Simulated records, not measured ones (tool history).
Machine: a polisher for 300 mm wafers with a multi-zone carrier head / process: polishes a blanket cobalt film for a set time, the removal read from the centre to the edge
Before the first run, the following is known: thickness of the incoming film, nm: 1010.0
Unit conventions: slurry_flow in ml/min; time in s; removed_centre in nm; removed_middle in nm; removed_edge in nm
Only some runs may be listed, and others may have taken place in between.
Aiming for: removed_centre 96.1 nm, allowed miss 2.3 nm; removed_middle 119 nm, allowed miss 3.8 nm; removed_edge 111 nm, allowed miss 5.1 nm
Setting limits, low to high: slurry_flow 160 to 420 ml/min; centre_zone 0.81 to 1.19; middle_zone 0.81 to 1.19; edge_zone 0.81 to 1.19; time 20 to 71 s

| run | day | slurry_flow | centre_zone | middle_zone | edge_zone | time | removed_centre | removed_middle | removed_edge |
|---|---|---|---|---|---|---|---|---|---|
| 1 | 0 | 270 | 1 | 1 | 1 | 45 | 157.99 | 148.02 | 146.26 |
| 2 | 0.362 | 270 | 1.03 | 1 | 1 | 45 | 164.73 | 148.32 | 148.06 |
| 3 | 0.738 | 240 | 1.03 | 1 | 1 | 45 | 160.64 | 146.14 | 149.41 |
| 4 | 0.938 | 230 | 0.99 | 1.01 | 0.99 | 43 | 146.03 | 143.05 | 138.25 |
| 5 | 1.162 | 230 | 0.99 | 1.01 | 0.95 | 43 | 148.24 | 138.24 | 141.57 |
| 6 | 1.458 | 225 | 0.96 | 1 | 0.97 | 42 | 138.71 | 138.88 | 138.19 |
| 7 | 1.821 | 190 | 0.86 | 0.93 | 0.95 | 33 | 96.531 | 99.663 | 104.81 |
| 8 | 1.996 | 265 | 0.81 | 1.03 | 1 | 33 | 93.858 | 113.07 | 109.97 |
| 9 | 2.121 | 270 | 0.81 | 1.04 | 1 | 33 | 93.62 | 112.37 | 109.11 |
| 10 | 2.275 | 275 | 0.81 | 1.05 | 1 | 33 | 93.189 | 113.6 | 108.86 |
| 11 | 2.442 | 280 | 0.81 | 1.06 | 1 | 33 | 94.802 | 114.84 | 108.18 |
| 12 | 2.492 | 280 | 0.81 | 1.06 | 1.01 | 33 | 93.159 | 114.63 | 110.36 |

5 next moves are on the table. One of them brings every result within its allowed miss. Which?
| A | 2.542 | 345 | 0.85 | 1.03 | 1.01 | 32 | ? | ? | ? |
| B | 2.542 | 250 | 0.84 | 1.13 | 1.09 | 33 | ? | ? | ? |
| C | 2.542 | 250 | 0.89 | 1.04 | 1.07 | 33 | ? | ? | ? |
| D | 2.542 | 280 | 0.88 | 1 | 1.02 | 33 | ? | ? | ? |
| E | 2.542 | 280 | 0.81 | 0.98 | 0.99 | 34 | ? | ? | ? |

| move | removed_centre | removed_middle | removed_edge |
|---|---|---|---|
| A | 97.647 | 109.47 | 109.96 |
| B | 97.148 | 119.48 | 114.55 |
| C | 102.88 | 111.27 | 113.89 |
| D | 102.62 | 108.53 | 112.63 |
| E | 97.28 | 109.98 | 114.82 |
A: gets the furthest-off result to its target, but another result is out of tolerance
B: every result within its allowed miss
C: carries the result that was furthest off beyond its target, to the other side
D: carries the result that was furthest off beyond its target, to the other side
E: gets the furthest-off result to its target, but another result is out of tolerance
B meets every target.
